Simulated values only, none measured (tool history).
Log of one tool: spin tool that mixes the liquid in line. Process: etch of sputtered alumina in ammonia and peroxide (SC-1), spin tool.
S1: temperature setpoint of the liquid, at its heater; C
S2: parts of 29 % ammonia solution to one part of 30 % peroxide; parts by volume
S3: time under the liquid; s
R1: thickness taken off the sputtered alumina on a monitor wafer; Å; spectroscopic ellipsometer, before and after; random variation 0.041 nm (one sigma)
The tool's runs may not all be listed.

{"run": 1, "day": 0.0, "S1": 52.0, "S2": 0.75, "S3": 25, "R1": 24.19}
{"run": 2, "day": 0.283, "S1": 49.5, "S2": 0.75, "S3": 25, "R1": 21.019}
{"run": 3, "day": 0.588, "S1": 52.0, "S2": 0.75, "S3": 25, "R1": 24.091}
{"run": 4, "day": 0.675, "S1": 54.0, "S2": 0.75, "S3": 25, "R1": 26.392}
{"run": 5, "day": 0.788, "S1": 56.0, "S2": 0.75, "S3": 25, "R1": 29.385}
{"run": 6, "day": 0.838, "S1": 49.0, "S2": 0.75, "S3": 25, "R1": 20.08}

The next listed run, before its measurement:
{"run": 7, "day": 1.208, "S1": 51.5, "S2": 0.75, "S3": 25, "R1": "?"}

Run 7 gave R1 23.148 Å.

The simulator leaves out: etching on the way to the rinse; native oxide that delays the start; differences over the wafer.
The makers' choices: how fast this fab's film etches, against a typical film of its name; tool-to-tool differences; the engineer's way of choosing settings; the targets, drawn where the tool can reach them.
